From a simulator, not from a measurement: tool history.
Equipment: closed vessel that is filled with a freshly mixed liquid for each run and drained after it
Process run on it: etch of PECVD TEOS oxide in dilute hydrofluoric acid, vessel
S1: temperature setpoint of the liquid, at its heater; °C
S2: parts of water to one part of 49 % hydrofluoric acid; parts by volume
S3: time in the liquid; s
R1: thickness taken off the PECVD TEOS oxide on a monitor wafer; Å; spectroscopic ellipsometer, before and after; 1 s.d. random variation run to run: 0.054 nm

run  hour    S1   S2   S3      R1
  1   0.0  23.0  180  115  113.28
  2   4.6  23.0  150  115  140.07
  3   6.7  21.5  160  115  123.05
  4  11.6  20.0  160  115  115.79
  5  16.7  20.0  160  120  122.08
  6  19.3  19.0  165  120  111.33

Expected results for the next run?
  7  24.7  18.5  170  120   ?

Logged for run 7: R1 105.31 Å.

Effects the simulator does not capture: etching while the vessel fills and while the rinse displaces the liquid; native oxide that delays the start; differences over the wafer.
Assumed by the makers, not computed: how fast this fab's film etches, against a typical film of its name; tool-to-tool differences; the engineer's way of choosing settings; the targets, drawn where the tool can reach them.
